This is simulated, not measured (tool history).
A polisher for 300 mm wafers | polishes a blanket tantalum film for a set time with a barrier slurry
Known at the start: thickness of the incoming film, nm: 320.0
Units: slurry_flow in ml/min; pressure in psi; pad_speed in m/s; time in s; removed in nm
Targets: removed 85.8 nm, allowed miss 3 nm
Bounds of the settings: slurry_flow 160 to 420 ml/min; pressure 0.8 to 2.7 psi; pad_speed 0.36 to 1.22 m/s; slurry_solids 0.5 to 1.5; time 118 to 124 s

{"run": 1, "day": 0.0, "slurry_flow": 270, "pressure": 1.7, "pad_speed": 0.78, "slurry_solids": 1, "time": 118, "removed": 120.87}
{"run": 2, "day": 0.046, "slurry_flow": 270, "pressure": 1.6, "pad_speed": 0.78, "slurry_solids": 1, "time": 118, "removed": 113.66}
{"run": 3, "day": 0.267, "slurry_flow": 270, "pressure": 1.8, "pad_speed": 0.78, "slurry_solids": 1, "time": 118, "removed": 126.06}
{"run": 4, "day": 0.6, "slurry_flow": 270, "pressure": 1.7, "pad_speed": 0.78, "slurry_solids": 1, "time": 118, "removed": 123.32}
{"run": 5, "day": 0.967, "slurry_flow": 270, "pressure": 1.7, "pad_speed": 0.78, "slurry_solids": 1, "time": 118, "removed": 120.43}
{"run": 6, "day": 1.254, "slurry_flow": 270, "pressure": 1.7, "pad_speed": 0.92, "slurry_solids": 1, "time": 118, "removed": 142.61}
{"run": 7, "day": 1.617, "slurry_flow": 270, "pressure": 1.2, "pad_speed": 0.9, "slurry_solids": 1, "time": 118, "removed": 98.848}
{"run": 8, "day": 1.808, "slurry_flow": 270, "pressure": 1.1, "pad_speed": 0.9, "slurry_solids": 1, "time": 118, "removed": 90.425}

5 next moves are on the table. One of them brings every result within its allowed miss. Which?
{"run": "A", "day": 2.0, "slurry_flow": 200, "pressure": 1.2, "pad_speed": 0.88, "slurry_solids": 1.15, "time": 124, "removed": "?"}
{"run": "B", "day": 2.0, "slurry_flow": 365, "pressure": 1, "pad_speed": 0.94, "slurry_solids": 1.15, "time": 122, "removed": "?"}
{"run": "C", "day": 2.0, "slurry_flow": 235, "pressure": 1.4, "pad_speed": 0.82, "slurry_solids": 0.8, "time": 122, "removed": "?"}
{"run": "D", "day": 2.0, "slurry_flow": 165, "pressure": 1.2, "pad_speed": 0.76, "slurry_solids": 1.2, "time": 124, "removed": "?"}
{"run": "E", "day": 2.0, "slurry_flow": 235, "pressure": 1.3, "pad_speed": 0.88, "slurry_solids": 1.05, "time": 119, "removed": "?"}

move=A removed=102.71
move=B removed=96.619
move=C removed=100.54
move=D removed=87.248
move=E removed=106.18
A: further off than the last run
B: further off than the last run
C: further off than the last run
D: meets every target
E: further off than the last run
Move D is the one to make.
